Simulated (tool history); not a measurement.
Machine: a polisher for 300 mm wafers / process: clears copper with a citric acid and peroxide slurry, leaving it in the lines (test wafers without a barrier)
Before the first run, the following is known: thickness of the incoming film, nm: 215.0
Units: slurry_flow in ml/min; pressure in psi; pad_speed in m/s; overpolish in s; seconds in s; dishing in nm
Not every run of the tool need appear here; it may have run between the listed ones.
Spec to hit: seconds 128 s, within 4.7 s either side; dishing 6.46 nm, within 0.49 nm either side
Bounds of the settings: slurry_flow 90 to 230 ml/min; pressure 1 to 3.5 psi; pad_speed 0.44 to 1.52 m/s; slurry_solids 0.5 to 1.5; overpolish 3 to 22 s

| run | day | slurry_flow | pressure | pad_speed | slurry_solids | overpolish | seconds | dishing |
|---|---|---|---|---|---|---|---|---|
| 1 | 0 | 150 | 2.2 | 0.98 | 1 | 11 | 120.27 | 14.006 |
| 2 | 0.158 | 150 | 2 | 0.98 | 1 | 11 | 134.36 | 12.722 |
| 3 | 0.25 | 155 | 2 | 0.98 | 1 | 9 | 131.28 | 11.12 |
| 4 | 0.554 | 155 | 1.4 | 0.98 | 1 | 9 | 191.68 | 7.6853 |
| 5 | 0.671 | 155 | 1.6 | 0.98 | 1 | 7 | 163.66 | 7.1135 |
| 6 | 0.904 | 160 | 1.7 | 0.98 | 1 | 6 | 154.72 | 6.383 |
| 7 | 1.246 | 165 | 1.8 | 0.98 | 1 | 6 | 147.17 | 6.8959 |
| 8 | 1.492 | 190 | 2.1 | 1 | 1 | 3 | 122.15 | 4.1509 |
| 9 | 1.85 | 175 | 2.1 | 1 | 1 | 3 | 120.5 | 4.2782 |
| 10 | 2.062 | 170 | 1.9 | 1 | 1 | 9 | 137.4 | 10.486 |

5 next moves are on the table. One of them brings every result within its allowed miss. Which?
| A | 2.275 | 185 | 1.9 | 1.04 | 1 | 5 | ? | ? |
| B | 2.275 | 150 | 2.1 | 0.92 | 1 | 13 | ? | ? |
| C | 2.275 | 155 | 2.1 | 0.96 | 1 | 6 | ? | ? |
| D | 2.275 | 155 | 2.1 | 0.96 | 1.1 | 6 | ? | ? |
| E | 2.275 | 175 | 1.7 | 1.12 | 1.15 | 7 | ? | ? |

| move | seconds | dishing |
|---|---|---|
| A | 130.64 | 6.386 |
| B | 135.63 | 15.565 |
| C | 130.21 | 7.6668 |
| D | 127.51 | 7.8252 |
| E | 133.39 | 8.6796 |
A: all results in spec
B: misses by more than the last run did
C: closer than the last run, but not yet in spec
D: closer than the last run, but not yet in spec
E: closer than the last run, but not yet in spec
Move A is the one to make.
